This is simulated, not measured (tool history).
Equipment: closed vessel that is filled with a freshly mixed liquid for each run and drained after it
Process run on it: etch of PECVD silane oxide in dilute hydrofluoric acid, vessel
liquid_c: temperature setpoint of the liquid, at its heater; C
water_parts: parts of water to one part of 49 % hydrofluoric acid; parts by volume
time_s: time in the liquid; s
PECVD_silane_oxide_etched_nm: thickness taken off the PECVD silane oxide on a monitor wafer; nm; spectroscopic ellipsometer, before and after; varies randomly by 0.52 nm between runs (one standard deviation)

| run | day | liquid_c | water_parts | time_s | PECVD_silane_oxide_etched_nm |
|---|---|---|---|---|---|
| 1 | 0 | 21 | 85 | 100 | 33.978 |
| 2 | 0.108 | 21 | 65 | 100 | 46.385 |
| 3 | 0.296 | 21 | 40 | 100 | 76.131 |
| 4 | 0.579 | 19.5 | 40 | 100 | 71.668 |
| 5 | 0.9 | 17.5 | 40 | 100 | 66.646 |
| 6 | 1.229 | 17 | 45 | 100 | 56.754 |

Estimate the outcome of run 7 from the log above:
| 7 | 1.329 | 17 | 50 | 100 | ? |

Run 7 came out at PECVD_silane_oxide_etched_nm 51.723 nm.
